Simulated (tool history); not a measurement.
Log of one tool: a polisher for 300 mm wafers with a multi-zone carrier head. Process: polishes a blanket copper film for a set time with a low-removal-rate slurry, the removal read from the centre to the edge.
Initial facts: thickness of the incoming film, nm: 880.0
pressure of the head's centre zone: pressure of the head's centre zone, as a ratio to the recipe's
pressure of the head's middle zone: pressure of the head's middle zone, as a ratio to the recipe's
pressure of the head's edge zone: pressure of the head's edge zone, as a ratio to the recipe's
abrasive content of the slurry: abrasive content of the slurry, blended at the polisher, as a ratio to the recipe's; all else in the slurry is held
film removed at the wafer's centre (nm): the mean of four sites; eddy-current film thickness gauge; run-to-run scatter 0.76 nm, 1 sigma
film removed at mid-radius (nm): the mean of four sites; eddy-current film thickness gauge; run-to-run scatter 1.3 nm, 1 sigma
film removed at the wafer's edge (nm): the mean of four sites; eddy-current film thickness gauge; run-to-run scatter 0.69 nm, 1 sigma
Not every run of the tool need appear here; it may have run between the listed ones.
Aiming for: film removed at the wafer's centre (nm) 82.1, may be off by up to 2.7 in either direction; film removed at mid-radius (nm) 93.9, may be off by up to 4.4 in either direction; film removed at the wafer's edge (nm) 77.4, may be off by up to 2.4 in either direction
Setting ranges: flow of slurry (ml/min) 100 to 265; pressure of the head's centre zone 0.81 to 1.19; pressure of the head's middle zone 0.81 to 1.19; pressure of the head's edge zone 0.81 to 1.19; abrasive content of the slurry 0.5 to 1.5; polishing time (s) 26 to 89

| run | day | flow of slurry (ml/min) | pressure of the head's centre zone | pressure of the head's middle zone | pressure of the head's edge zone | abrasive content of the slurry | polishing time (s) | film removed at the wafer's centre (nm) | film removed at mid-radius (nm) | film removed at the wafer's edge (nm) |
|---|---|---|---|---|---|---|---|---|---|---|
| 1 | 0 | 170 | 1 | 1 | 1 | 1 | 57 | 114.32 | 112.16 | 110.85 |
| 2 | 0.279 | 170 | 0.94 | 1 | 1 | 1 | 57 | 105.03 | 112.37 | 107.08 |
| 3 | 0.608 | 170 | 0.94 | 1.01 | 0.97 | 0.9 | 56 | 100.62 | 109.77 | 101.94 |
| 4 | 0.796 | 170 | 0.94 | 1.06 | 0.97 | 0.9 | 56 | 101.02 | 113.5 | 101.03 |
| 5 | 1.033 | 170 | 0.94 | 1.01 | 0.97 | 0.9 | 56 | 102.62 | 109.8 | 103.17 |
| 6 | 1.317 | 170 | 0.94 | 1.01 | 1.05 | 0.9 | 56 | 101.6 | 110.06 | 105.42 |
| 7 | 1.5 | 170 | 0.94 | 1.02 | 1.02 | 0.85 | 55 | 97.593 | 106.31 | 102.34 |
| 8 | 1.746 | 170 | 0.94 | 1.02 | 1.02 | 0.85 | 55 | 96.371 | 105.37 | 100.57 |
| 9 | 1.971 | 170 | 0.95 | 1.04 | 0.99 | 0.8 | 54 | 96.733 | 103.21 | 95.543 |
| 10 | 2.125 | 170 | 0.95 | 1.04 | 0.99 | 0.8 | 54 | 96.493 | 103.14 | 95.525 |
| 11 | 2.338 | 165 | 0.94 | 1.05 | 0.97 | 0.75 | 54 | 92.722 | 103.44 | 93.22 |
| 12 | 2.475 | 145 | 0.98 | 1.05 | 0.87 | 0.5 | 51 | 79.867 | 84.737 | 74.705 |
| 13 | 2.808 | 145 | 0.98 | 1.05 | 0.87 | 0.5 | 51 | 80.067 | 85.066 | 74.93 |
| 14 | 3.092 | 150 | 0.98 | 1.06 | 0.87 | 0.5 | 51 | 80.945 | 86.686 | 75.179 |
| 15 | 3.262 | 150 | 0.98 | 1.06 | 0.87 | 0.5 | 51 | 80.109 | 86.12 | 74.088 |
| 16 | 3.304 | 155 | 0.98 | 1.07 | 0.88 | 0.5 | 51 | 81.99 | 86.267 | 75.301 |
| 17 | 3.342 | 155 | 0.97 | 1.08 | 0.88 | 0.5 | 51 | 79.974 | 87.424 | 75.777 |
| 18 | 3.567 | 160 | 0.97 | 1.09 | 0.88 | 0.5 | 51 | 80.447 | 89.16 | 74.978 |

Of the 5 settings listed for the next run, only one would bring every result within its allowed miss of target. Which one?
| A | 3.792 | 170 | 0.94 | 1.09 | 0.83 | 0.5 | 53 | ? | ? | ? |
| B | 3.792 | 140 | 1.05 | 1.04 | 0.94 | 0.5 | 49 | ? | ? | ? |
| C | 3.792 | 135 | 1.04 | 1.01 | 0.94 | 0.5 | 50 | ? | ? | ? |
| D | 3.792 | 135 | 1.02 | 1.12 | 0.85 | 0.55 | 52 | ? | ? | ? |
| E | 3.792 | 170 | 1.01 | 1.08 | 0.89 | 0.55 | 45 | ? | ? | ? |

| move | film removed at the wafer's centre (nm) | film removed at mid-radius (nm) | film removed at the wafer's edge (nm) |
|---|---|---|---|
| A | 80.896 | 91.803 | 78.794 |
| B | 80.975 | 79.218 | 75.014 |
| C | 81.3 | 78.416 | 76.268 |
| D | 85.318 | 91.595 | 78.25 |
| E | 75.919 | 79.48 | 70.687 |
A: in spec on every target
B: the biggest miss grows against the last run
C: the biggest miss grows against the last run
D: gets the furthest-off result to its target, but another result is out of tolerance
E: the biggest miss grows against the last run
A is the move that brings every result within its allowed miss.
